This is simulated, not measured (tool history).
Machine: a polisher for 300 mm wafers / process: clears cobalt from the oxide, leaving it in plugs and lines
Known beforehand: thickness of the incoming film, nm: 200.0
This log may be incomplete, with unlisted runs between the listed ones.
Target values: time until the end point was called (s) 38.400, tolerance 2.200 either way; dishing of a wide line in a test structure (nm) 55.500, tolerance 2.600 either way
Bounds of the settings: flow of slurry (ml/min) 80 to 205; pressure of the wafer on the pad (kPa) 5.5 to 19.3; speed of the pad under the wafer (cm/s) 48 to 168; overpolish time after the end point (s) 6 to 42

| run | hour | flow of slurry (ml/min) | pressure of the wafer on the pad (kPa) | speed of the pad under the wafer (cm/s) | overpolish time after the end point (s) | time until the end point was called (s) | dishing of a wide line in a test structure (nm) |
|---|---|---|---|---|---|---|---|
| 1 | 0.0 | 135 | 12.4 | 108 | 21 | 33.036 | 72.432 |
| 2 | 3.3 | 135 | 12.4 | 108 | 25 | 32.224 | 77.705 |
| 3 | 7.3 | 135 | 12.4 | 92 | 25 | 37.038 | 75.879 |
| 4 | 12.9 | 135 | 12.4 | 94 | 21 | 36.534 | 70.776 |
| 5 | 14.3 | 135 | 11.7 | 96 | 17 | 36.745 | 60.154 |
| 6 | 18.5 | 135 | 11.7 | 96 | 9 | 36.457 | 38.766 |
| 7 | 21.0 | 135 | 11.7 | 94 | 12 | 38.627 | 49.032 |
| 8 | 26.2 | 135 | 11.7 | 94 | 13 | 37.432 | 51.573 |

Which one of the following 5 next-run settings gets every result inside its allowed miss? There is exactly one.
| A | 31.4 | 105 | 14.5 | 94 | 15 | ? | ? |
| B | 31.4 | 125 | 9.7 | 118 | 15 | ? | ? |
| C | 31.4 | 155 | 9.7 | 94 | 20 | ? | ? |
| D | 31.4 | 100 | 9.7 | 120 | 19 | ? | ? |
| E | 31.4 | 125 | 10.3 | 92 | 14 | ? | ? |

| move | time until the end point was called (s) | dishing of a wide line in a test structure (nm) |
|---|---|---|
| A | 33.973 | 58.769 |
| B | 38.108 | 54.674 |
| C | 42.370 | 61.345 |
| D | 39.915 | 61.576 |
| E | 42.662 | 48.339 |
A: takes the biggest miss from the last run beyond its target
B: each result inside its tolerance
C: takes the biggest miss from the last run beyond its target
D: takes the biggest miss from the last run beyond its target
E: its largest miss is bigger than the last run's
The move that meets every target is B.

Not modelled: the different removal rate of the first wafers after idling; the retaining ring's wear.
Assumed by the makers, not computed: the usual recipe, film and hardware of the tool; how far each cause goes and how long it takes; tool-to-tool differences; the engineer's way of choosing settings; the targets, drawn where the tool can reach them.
